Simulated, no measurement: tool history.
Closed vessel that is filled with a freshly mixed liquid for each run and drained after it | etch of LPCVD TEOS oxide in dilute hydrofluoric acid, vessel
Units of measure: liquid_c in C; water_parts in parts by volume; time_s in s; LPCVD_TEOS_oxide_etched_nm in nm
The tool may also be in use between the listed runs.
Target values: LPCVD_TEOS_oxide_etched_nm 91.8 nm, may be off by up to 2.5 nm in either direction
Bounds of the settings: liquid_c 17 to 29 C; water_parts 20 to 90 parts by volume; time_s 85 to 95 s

run  hour  liquid_c  water_parts  time_s  LPCVD_TEOS_oxide_etched_nm
  1     0        21           50      85                      49.551
  2   4.6        23           45      85                      59.546
  3  11.9      24.5           40      85                      72.181
  4  15.6      25.5           40      85                      75.242
  5  24.4      25.5           55      85                      52.684
  6  32.6      26.5           50      85                       60.84
  7  41.1      26.5           50      85                       60.92
  8  43.5        27           45      85                      70.702
  9  51.6      27.5           45      85                      72.607
 10  52.8        28           45      85                      72.692
 11  55.1      28.5           40      85                      84.029
 12  60.6        29           40      85                      86.495

Next run, 4 choices. One meets every target within its allowed miss, the rest don't. Which?
  A  66.1      26.5           40      95                           ?
  B  66.1      28.5           40      85                           ?
  C  66.1        23           30      85                           ?
  D  66.1      28.5           35      85                           ?

move  LPCVD_TEOS_oxide_etched_nm
   A                      87.632
   B                      85.004
   C                       91.68
   D                      97.882
A: closer than the last run, but not yet in spec
B: misses by more than the last run did
C: meets every target
D: takes the biggest miss from the last run beyond its target
Correct choice: C, which meets every target
